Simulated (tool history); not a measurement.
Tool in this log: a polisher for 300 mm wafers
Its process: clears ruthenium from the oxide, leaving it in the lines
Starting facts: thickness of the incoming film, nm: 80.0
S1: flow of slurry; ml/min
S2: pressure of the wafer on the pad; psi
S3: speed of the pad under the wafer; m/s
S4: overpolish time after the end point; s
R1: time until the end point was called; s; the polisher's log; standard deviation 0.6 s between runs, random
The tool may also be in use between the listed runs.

run 1 hour=0 | S1=230 S2=1.7 S3=1.16 S4=11 | R1=91.084
run 2 hour=4.6 | S1=230 S2=1.9 S3=1.16 S4=11 | R1=82.845
run 3 hour=11.2 | S1=230 S2=1.9 S3=1.44 S4=11 | R1=71.956
run 4 hour=16.5 | S1=230 S2=2 S3=1.44 S4=11 | R1=67.278
run 5 hour=18.8 | S1=175 S2=2 S3=1.44 S4=11 | R1=69.771
run 6 hour=27 | S1=195 S2=2 S3=1.44 S4=11 | R1=69.656
run 7 hour=28.1 | S1=205 S2=2.1 S3=1.44 S4=11 | R1=64.75
run 8 hour=30.8 | S1=210 S2=2.1 S3=1.44 S4=11 | R1=64.532

For run 9, what comes out?
run 9 hour=37.3 | S1=215 S2=2.1 S3=1.44 S4=11 | R1=?

{"run 9": {"R1": 65.641}}
